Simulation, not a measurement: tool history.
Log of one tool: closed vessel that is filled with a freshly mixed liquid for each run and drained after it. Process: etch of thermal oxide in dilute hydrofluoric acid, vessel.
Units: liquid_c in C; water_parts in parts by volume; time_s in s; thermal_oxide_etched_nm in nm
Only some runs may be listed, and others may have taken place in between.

run  hour  liquid_c  water_parts  time_s  thermal_oxide_etched_nm
  1   0.0      22.0          240    2190                   29.050
  2   2.8      19.0          240    2190                   26.068
  3  11.1      18.5          260    2190                   22.859
  4  19.5      18.5          260    2190                   22.988
  5  25.4      18.0          270    2190                   21.633
  6  26.3      18.0          235    2190                   25.464

Run 7 comes next. What will it give?
  7  32.2      17.5          255    2190                        ?

Logged for run 7: thermal_oxide_etched_nm 22.750 nm.
